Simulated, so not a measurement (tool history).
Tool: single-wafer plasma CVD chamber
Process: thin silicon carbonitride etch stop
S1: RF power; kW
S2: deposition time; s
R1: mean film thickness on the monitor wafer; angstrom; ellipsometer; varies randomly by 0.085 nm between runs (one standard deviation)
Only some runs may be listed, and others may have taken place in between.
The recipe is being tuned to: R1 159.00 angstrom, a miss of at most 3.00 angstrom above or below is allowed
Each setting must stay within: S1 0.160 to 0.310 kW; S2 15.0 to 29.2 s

{"run": 1, "hour": 0.0, "S1": 0.235, "S2": 22.1, "R1": 130.23}
{"run": 2, "hour": 5.0, "S1": 0.235, "S2": 23.5, "R1": 138.93}
{"run": 3, "hour": 9.3, "S1": 0.235, "S2": 21.4, "R1": 125.41}
{"run": 4, "hour": 18.0, "S1": 0.245, "S2": 22.1, "R1": 130.78}
{"run": 5, "hour": 22.0, "S1": 0.245, "S2": 24.8, "R1": 149.19}
{"run": 6, "hour": 27.6, "S1": 0.25, "S2": 24.9, "R1": 150.56}
{"run": 7, "hour": 29.4, "S1": 0.255, "S2": 25.0, "R1": 151.87}
{"run": 8, "hour": 30.3, "S1": 0.26, "S2": 25.1, "R1": 152.38}
{"run": 9, "hour": 38.4, "S1": 0.26, "S2": 25.3, "R1": 154.62}

Below are 5 possible settings for the next run. Only one of them brings all results inside the allowed miss of their targets. Which is it?
{"run": "A", "hour": 46.5, "S1": 0.27, "S2": 24.5, "R1": "?"}
{"run": "B", "hour": 46.5, "S1": 0.225, "S2": 25.3, "R1": "?"}
{"run": "C", "hour": 46.5, "S1": 0.265, "S2": 23.9, "R1": "?"}
{"run": "D", "hour": 46.5, "S1": 0.235, "S2": 24.9, "R1": "?"}
{"run": "E", "hour": 46.5, "S1": 0.27, "S2": 25.7, "R1": "?"}

move=A R1=152.51
move=B R1=148.94
move=C R1=147.93
move=D R1=148.56
move=E R1=159.98
A: further off than the last run
B: further off than the last run
C: further off than the last run
D: further off than the last run
E: meets every target
Go with E: it meets all targets.

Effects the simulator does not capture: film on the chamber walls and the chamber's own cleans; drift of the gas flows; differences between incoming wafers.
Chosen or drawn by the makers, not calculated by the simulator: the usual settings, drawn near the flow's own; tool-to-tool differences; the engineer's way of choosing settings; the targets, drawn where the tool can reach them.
